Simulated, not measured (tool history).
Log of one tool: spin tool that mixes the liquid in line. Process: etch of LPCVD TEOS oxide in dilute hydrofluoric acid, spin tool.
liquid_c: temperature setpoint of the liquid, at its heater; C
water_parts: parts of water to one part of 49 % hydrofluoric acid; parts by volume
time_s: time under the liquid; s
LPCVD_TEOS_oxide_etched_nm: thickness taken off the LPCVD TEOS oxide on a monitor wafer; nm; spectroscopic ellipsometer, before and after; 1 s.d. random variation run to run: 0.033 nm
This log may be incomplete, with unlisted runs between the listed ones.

run	hour	liquid_c	water_parts	time_s	LPCVD_TEOS_oxide_etched_nm
1	0	25	200	15	1.5814
2	5.3	22	200	15	1.4286
3	6.9	19.5	200	15	1.3009
4	15.5	22.5	170	15	1.7725
5	19	24.5	150	15	2.1967
6	21.3	24.5	205	15	1.5182

For run 7, what comes out?
7	21.8	26.5	180	15	?

LPCVD_TEOS_oxide_etched_nm: 1.8977 nm
